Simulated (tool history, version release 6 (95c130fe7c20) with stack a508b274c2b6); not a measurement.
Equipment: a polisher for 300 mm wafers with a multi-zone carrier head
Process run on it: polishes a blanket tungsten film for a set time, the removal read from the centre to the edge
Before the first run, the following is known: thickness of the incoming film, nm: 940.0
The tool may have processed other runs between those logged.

| run | hour | flow of slurry (ml/min) | pressure of the head's centre zone | pressure of the head's middle zone | pressure of the head's edge zone | abrasive content of the slurry | polishing time (s) | film removed at the wafer's centre (Å) | film removed at mid-radius (Å) | film removed at the wafer's edge (Å) |
|---|---|---|---|---|---|---|---|---|---|---|
| 1 | 0.0 | 230 | 1.00 | 1.00 | 1.00 | 1.00 | 38 | 2388.4 | 2503.0 | 2327.7 |
| 2 | 4.7 | 225 | 1.00 | 0.99 | 0.98 | 0.95 | 36 | 2189.7 | 2273.2 | 2145.3 |
| 3 | 9.1 | 195 | 1.00 | 0.99 | 0.98 | 0.95 | 36 | 2156.0 | 2207.9 | 2141.2 |
| 4 | 10.2 | 195 | 1.00 | 0.99 | 0.98 | 0.85 | 36 | 2091.9 | 2181.5 | 2051.0 |
| 5 | 18.4 | 195 | 1.00 | 0.99 | 0.98 | 0.85 | 43 | 2549.9 | 2609.5 | 2460.4 |
| 6 | 22.3 | 195 | 1.04 | 0.99 | 0.98 | 0.85 | 43 | 2600.2 | 2599.9 | 2479.7 |
| 7 | 28.2 | 200 | 1.03 | 0.98 | 0.96 | 0.80 | 41 | 2450.1 | 2404.1 | 2280.4 |
| 8 | 32.3 | 200 | 1.01 | 0.97 | 0.95 | 0.75 | 39 | 2187.1 | 2230.7 | 2136.4 |
| 9 | 38.3 | 200 | 1.02 | 0.97 | 0.94 | 0.70 | 37 | 2052.0 | 2083.4 | 1975.8 |
| 10 | 46.3 | 200 | 1.02 | 0.97 | 0.93 | 0.65 | 36 | 1981.3 | 1953.5 | 1858.0 |
| 11 | 48.9 | 200 | 1.01 | 0.97 | 0.92 | 0.65 | 35 | 1933.6 | 1933.6 | 1782.8 |
| 12 | 50.6 | 200 | 1.00 | 0.96 | 0.91 | 0.65 | 34 | 1825.4 | 1836.8 | 1750.2 |
| 13 | 54.0 | 200 | 1.00 | 0.96 | 0.90 | 0.65 | 33 | 1762.0 | 1812.8 | 1667.3 |

What does the tool deliver on the next run?
| 14 | 56.2 | 200 | 1.00 | 0.95 | 0.89 | 0.65 | 33 | ? | ? | ? |

Run 14 yielded film removed at the wafer's centre (Å) 1767.1, film removed at mid-radius (Å) 1779.8, film removed at the wafer's edge (Å) 1682.4.
